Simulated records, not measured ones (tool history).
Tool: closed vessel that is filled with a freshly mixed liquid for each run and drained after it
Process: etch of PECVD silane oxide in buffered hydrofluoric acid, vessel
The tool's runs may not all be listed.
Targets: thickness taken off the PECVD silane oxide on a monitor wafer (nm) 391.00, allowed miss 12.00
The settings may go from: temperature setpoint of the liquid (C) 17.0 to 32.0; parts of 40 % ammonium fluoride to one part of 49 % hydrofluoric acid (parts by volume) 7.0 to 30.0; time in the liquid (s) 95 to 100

| run | day | temperature setpoint of the liquid (C) | parts of 40 % ammonium fluoride to one part of 49 % hydrofluoric acid (parts by volume) | time in the liquid (s) | thickness taken off the PECVD silane oxide on a monitor wafer (nm) |
|---|---|---|---|---|---|
| 1 | 0.000 | 24.0 | 20.0 | 95 | 144.76 |
| 2 | 0.208 | 26.5 | 16.0 | 95 | 205.21 |
| 3 | 0.417 | 28.0 | 14.0 | 95 | 255.97 |
| 4 | 0.538 | 28.0 | 14.0 | 100 | 268.57 |
| 5 | 0.754 | 30.5 | 14.0 | 100 | 304.50 |
| 6 | 0.883 | 31.0 | 13.0 | 100 | 337.92 |
| 7 | 1.042 | 32.0 | 11.0 | 100 | 417.09 |
| 8 | 1.246 | 31.5 | 11.0 | 100 | 406.33 |

Which of these 4 next moves meets every target?
| A | 1.450 | 31.0 | 9.5 | 100 | ? |
| B | 1.450 | 32.0 | 11.0 | 95 | ? |
| C | 1.450 | 32.0 | 11.0 | 100 | ? |
| D | 1.450 | 32.0 | 10.5 | 100 | ? |

| move | thickness taken off the PECVD silane oxide on a monitor wafer (nm) |
|---|---|
| A | 445.01 |
| B | 393.05 |
| C | 413.74 |
| D | 432.88 |
A: further off than the last run
B: meets every target
C: further off than the last run
D: further off than the last run
Move B is the one to make.

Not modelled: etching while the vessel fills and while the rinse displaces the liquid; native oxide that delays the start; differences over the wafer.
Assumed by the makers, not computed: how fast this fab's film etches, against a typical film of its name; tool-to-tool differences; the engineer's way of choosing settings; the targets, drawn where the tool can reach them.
